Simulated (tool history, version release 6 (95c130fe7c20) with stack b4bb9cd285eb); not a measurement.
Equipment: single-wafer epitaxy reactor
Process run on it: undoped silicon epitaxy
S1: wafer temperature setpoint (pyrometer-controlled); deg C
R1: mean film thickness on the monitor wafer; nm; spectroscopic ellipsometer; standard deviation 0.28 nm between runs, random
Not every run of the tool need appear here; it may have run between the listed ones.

run 1 hour=0 | S1=670 deposition_time_(s)=227 | R1=61.535
run 2 hour=1.1 | S1=668 deposition_time_(s)=227 | R1=58.472
run 3 hour=5.1 | S1=679 deposition_time_(s)=227 | R1=75.326
run 4 hour=7.1 | S1=679 deposition_time_(s)=253 | R1=83.67
run 5 hour=10.6 | S1=673 deposition_time_(s)=252 | R1=73.221
run 6 hour=16.1 | S1=668 deposition_time_(s)=252 | R1=64.717
run 7 hour=23.3 | S1=665 deposition_time_(s)=252 | R1=60.486
run 8 hour=24.1 | S1=663 deposition_time_(s)=252 | R1=57.878

For run 9, what comes out?
run 9 hour=25 | S1=662 deposition_time_(s)=252 | R1=?

Run 9 came out at R1 57.636 nm.

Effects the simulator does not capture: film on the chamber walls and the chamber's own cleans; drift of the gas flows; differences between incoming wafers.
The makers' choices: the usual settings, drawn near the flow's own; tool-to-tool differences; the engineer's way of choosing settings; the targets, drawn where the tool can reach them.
